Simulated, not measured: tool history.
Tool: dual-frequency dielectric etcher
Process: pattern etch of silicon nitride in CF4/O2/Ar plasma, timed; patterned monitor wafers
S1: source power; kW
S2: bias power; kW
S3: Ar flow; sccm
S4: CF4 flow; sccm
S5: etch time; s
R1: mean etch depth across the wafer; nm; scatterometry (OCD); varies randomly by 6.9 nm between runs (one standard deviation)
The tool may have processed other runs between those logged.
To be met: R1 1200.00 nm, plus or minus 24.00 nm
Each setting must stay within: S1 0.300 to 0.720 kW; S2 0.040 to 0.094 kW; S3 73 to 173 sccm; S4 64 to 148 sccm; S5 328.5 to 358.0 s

run  hour     S1     S2   S3   S4     S5       R1
  1   0.0  0.510  0.067  123  106  358.0   856.59
  2   4.0  0.510  0.067  123  106  328.5   783.60
  3  11.8  0.510  0.067  123   98  328.5   777.46
  4  19.0  0.550  0.070  122   99  328.5   837.28
  5  24.6  0.580  0.074  120  101  329.0   911.37
  6  26.7  0.610  0.076  119  102  329.0   955.74
  7  28.5  0.630  0.078  118  103  329.5  1018.20
  8  37.3  0.650  0.079  118  103  329.5  1030.00
  9  39.9  0.720  0.092  110  108  333.0  1263.30
 10  41.8  0.710  0.092  110  108  333.0  1248.80
 11  47.3  0.700  0.092  110  108  333.0  1228.20

Consider the 4 candidate settings below. Which is the only one whose results all fall within their allowed miss of target?
  A  52.8  0.710  0.089  111  110  344.0   ?
  B  52.8  0.680  0.091  108  102  334.0   ?
  C  52.8  0.700  0.094  109   79  344.5   ?
  D  52.8  0.710  0.093  110  105  341.0   ?

move       R1
   A  1272.80
   B  1204.60
   C  1262.00
   D  1288.40
A: misses by more than the last run did
B: each result inside its tolerance
C: misses by more than the last run did
D: misses by more than the last run did
The right move is B.

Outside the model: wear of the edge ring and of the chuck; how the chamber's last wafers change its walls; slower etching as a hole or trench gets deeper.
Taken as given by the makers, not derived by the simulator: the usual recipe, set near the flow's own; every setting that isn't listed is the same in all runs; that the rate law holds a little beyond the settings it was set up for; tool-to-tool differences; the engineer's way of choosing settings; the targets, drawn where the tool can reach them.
